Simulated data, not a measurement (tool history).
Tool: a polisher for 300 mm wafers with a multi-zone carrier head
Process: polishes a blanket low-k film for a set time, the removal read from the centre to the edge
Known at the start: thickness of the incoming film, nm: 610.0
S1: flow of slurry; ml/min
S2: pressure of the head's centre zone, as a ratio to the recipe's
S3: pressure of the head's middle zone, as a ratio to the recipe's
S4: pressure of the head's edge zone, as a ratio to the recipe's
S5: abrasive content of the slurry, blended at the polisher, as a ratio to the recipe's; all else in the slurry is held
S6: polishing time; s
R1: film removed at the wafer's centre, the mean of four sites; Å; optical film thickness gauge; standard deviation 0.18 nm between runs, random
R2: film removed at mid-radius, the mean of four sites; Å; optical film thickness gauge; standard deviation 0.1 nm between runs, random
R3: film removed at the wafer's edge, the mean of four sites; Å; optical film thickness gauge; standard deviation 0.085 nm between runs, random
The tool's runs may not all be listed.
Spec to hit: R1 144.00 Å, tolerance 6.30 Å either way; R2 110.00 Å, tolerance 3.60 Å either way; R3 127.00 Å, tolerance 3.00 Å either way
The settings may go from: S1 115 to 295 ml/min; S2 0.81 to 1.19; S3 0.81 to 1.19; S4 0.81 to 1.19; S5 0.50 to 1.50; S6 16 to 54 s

run,hour,S1,S2,S3,S4,S5,S6,R1,R2,R3
1,0.0,190,1.00,1.00,1.00,1.00,35,160.62,161.92,158.88
2,6.3,175,1.03,0.94,0.98,0.90,35,151.78,138.85,149.66
3,15.1,170,1.06,0.92,0.94,0.85,35,150.42,134.37,141.56
4,19.1,170,1.06,0.92,0.88,0.85,35,148.48,131.70,137.35
5,22.8,160,1.08,0.89,0.86,0.85,35,150.56,129.98,136.91
6,31.2,130,1.08,0.89,0.86,0.85,35,144.08,122.60,133.32
7,32.0,125,1.10,0.87,0.85,0.85,35,147.06,119.70,133.74
8,38.6,125,1.11,0.86,0.84,0.80,35,143.94,115.76,126.61
9,44.0,120,1.11,0.85,0.85,0.80,35,143.05,111.94,127.40

5 candidate next runs follow, results not yet known. Just one meets every target within its allowed miss. Identify it.
A,49.4,115,1.09,0.87,0.82,0.80,36,?,?,?
B,49.4,115,1.06,0.86,0.84,0.70,39,?,?,?
C,49.4,120,1.12,0.89,0.85,0.80,35,?,?,?
D,49.4,150,1.11,0.81,0.85,0.60,42,?,?,?
E,49.4,115,1.11,0.90,0.93,0.75,36,?,?,?

move,R1,R2,R3
A,143.43,118.67,128.12
B,137.60,116.01,127.46
C,144.45,118.35,126.64
D,143.75,109.61,125.63
E,139.86,116.79,127.95
A: misses by more than the last run did
B: misses by more than the last run did
C: misses by more than the last run did
D: hits every target within its allowed miss
E: misses by more than the last run did
Answer: D
